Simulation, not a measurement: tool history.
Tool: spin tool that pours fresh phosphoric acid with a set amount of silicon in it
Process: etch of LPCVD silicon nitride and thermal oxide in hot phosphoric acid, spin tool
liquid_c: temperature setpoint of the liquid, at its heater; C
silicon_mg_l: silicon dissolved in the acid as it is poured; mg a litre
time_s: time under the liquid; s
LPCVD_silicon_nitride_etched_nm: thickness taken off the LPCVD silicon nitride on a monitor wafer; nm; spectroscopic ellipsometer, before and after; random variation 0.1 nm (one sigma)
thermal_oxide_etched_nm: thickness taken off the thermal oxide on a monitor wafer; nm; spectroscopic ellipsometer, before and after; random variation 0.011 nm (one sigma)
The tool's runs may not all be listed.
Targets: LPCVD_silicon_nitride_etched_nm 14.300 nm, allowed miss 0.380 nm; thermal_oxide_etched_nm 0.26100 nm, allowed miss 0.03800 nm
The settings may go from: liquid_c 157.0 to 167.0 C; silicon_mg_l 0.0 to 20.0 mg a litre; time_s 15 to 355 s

run,hour,liquid_c,silicon_mg_l,time_s,LPCVD_silicon_nitride_etched_nm,thermal_oxide_etched_nm
1,0.0,162.0,9.0,180,19.067,0.43166
2,4.4,162.0,9.0,230,24.039,0.56867
3,8.9,161.5,9.5,220,22.621,0.54078
4,15.4,161.5,5.5,220,22.797,0.59517
5,20.9,161.0,6.5,210,21.630,0.48359
6,26.4,161.0,6.5,165,16.873,0.39573
7,29.8,160.5,7.0,165,16.457,0.38869
8,34.4,158.0,12.5,165,14.975,0.27258

4 next moves are on the table. One of them brings every result within its allowed miss. Which?
A,39.0,163.5,0.0,120,?,?
B,39.0,159.5,8.5,155,?,?
C,39.0,160.0,15.5,145,?,?
D,39.0,157.5,15.5,170,?,?

move,LPCVD_silicon_nitride_etched_nm,thermal_oxide_etched_nm
A,13.236,0.39532
B,14.961,0.32163
C,14.233,0.26524
D,15.336,0.25811
A: takes the result that was furthest off past its target
B: as far off as the last run
C: meets every target
D: further off than the last run
The right move is C.

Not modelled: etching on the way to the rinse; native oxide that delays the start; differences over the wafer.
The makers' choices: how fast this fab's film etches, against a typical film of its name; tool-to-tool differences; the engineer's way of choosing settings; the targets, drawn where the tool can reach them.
